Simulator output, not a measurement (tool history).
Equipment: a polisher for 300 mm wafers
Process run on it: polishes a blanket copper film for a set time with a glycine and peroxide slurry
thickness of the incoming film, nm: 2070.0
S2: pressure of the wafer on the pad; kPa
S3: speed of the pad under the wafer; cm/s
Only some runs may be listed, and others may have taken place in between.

run 1 hour=0.0 | flow_of_slurry_(ml/min)=145 S2=17.2 S3=114 polishing_time_(s)=55 | film_removed_(angstrom)=2352.3
run 2 hour=4.2 | flow_of_slurry_(ml/min)=140 S2=15.9 S3=114 polishing_time_(s)=55 | film_removed_(angstrom)=2140.4
run 3 hour=8.1 | flow_of_slurry_(ml/min)=130 S2=15.2 S3=114 polishing_time_(s)=55 | film_removed_(angstrom)=2072.4
run 4 hour=14.8 | flow_of_slurry_(ml/min)=130 S2=15.2 S3=114 polishing_time_(s)=55 | film_removed_(angstrom)=2071.8
run 5 hour=22.4 | flow_of_slurry_(ml/min)=150 S2=15.2 S3=114 polishing_time_(s)=55 | film_removed_(angstrom)=2122.9
run 6 hour=29.2 | flow_of_slurry_(ml/min)=145 S2=14.5 S3=114 polishing_time_(s)=55 | film_removed_(angstrom)=2025.7
run 7 hour=36.9 | flow_of_slurry_(ml/min)=140 S2=14.5 S3=114 polishing_time_(s)=55 | film_removed_(angstrom)=2031.0
-- hour=37.4 head pressure recalibrated
run 8 hour=37.4 | flow_of_slurry_(ml/min)=135 S2=13.8 S3=114 polishing_time_(s)=55 | film_removed_(angstrom)=2035.4

Expected results for the next run?
run 9 hour=42.6 | flow_of_slurry_(ml/min)=135 S2=13.1 S3=114 polishing_time_(s)=55 | film_removed_(angstrom)=?

{"run 9": {"film removed (angstrom)": 1956.4}}
